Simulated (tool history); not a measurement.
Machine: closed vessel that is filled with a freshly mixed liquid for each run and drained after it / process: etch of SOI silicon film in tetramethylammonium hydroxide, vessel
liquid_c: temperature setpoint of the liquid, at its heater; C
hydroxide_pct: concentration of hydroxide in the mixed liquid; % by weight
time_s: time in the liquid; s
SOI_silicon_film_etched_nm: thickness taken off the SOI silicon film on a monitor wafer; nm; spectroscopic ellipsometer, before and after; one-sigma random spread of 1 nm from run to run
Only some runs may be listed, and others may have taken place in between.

| run | hour | liquid_c | hydroxide_pct | time_s | SOI_silicon_film_etched_nm |
|---|---|---|---|---|---|
| 1 | 0 | 60 | 18.5 | 85 | 237.35 |
| 2 | 7.7 | 60 | 15.5 | 85 | 255.69 |
| 3 | 9.7 | 57 | 15.5 | 85 | 211.05 |
| 4 | 15.2 | 57 | 17.5 | 85 | 200.76 |
| 5 | 20 | 57 | 19.5 | 85 | 191.5 |
|  | 22.1 | hydroxide flow meter replaced |
| 6 | 22.1 | 57 | 17.5 | 85 | 205.79 |
| 7 | 28.5 | 57.5 | 17.5 | 85 | 212.1 |

Run 8 comes next. What will it give?
| 8 | 37 | 63 | 17.5 | 85 | ? |

SOI_silicon_film_etched_nm: 298.69 nm
